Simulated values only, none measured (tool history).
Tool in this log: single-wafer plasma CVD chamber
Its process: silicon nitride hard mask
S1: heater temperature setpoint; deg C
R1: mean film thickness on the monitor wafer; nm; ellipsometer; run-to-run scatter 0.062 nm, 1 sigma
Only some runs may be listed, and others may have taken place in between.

Run 1, hour 0.0: S1 405 deg C, chamber pressure (Pa) 255, RF power (W) 235, deposition time (s) 16.6. Result: R1 19.078 nm.
Run 2, hour 3.9: S1 413 deg C, chamber pressure (Pa) 255, RF power (W) 235, deposition time (s) 16.6. Result: R1 18.800 nm.
Run 3, hour 9.3: S1 414 deg C, chamber pressure (Pa) 227, RF power (W) 230, deposition time (s) 16.6. Result: R1 18.103 nm.
Run 4, hour 14.3: S1 414 deg C, chamber pressure (Pa) 208, RF power (W) 225, deposition time (s) 16.6. Result: R1 17.240 nm.
At hour 19.6: thermocouple changed; heater temperature recalibrated.
Run 5, hour 19.6: S1 414 deg C, chamber pressure (Pa) 189, RF power (W) 225, deposition time (s) 16.6. Result: R1 17.018 nm.
Run 6, hour 26.5: S1 418 deg C, chamber pressure (Pa) 189, RF power (W) 225, deposition time (s) 16.6. Result: R1 16.892 nm.

Expected results for the next run?
Run 7, hour 28.4: S1 418 deg C, chamber pressure (Pa) 181, RF power (W) 225, deposition time (s) 16.6. Result: R1 ?.

Run 7 yielded R1 16.768 nm.
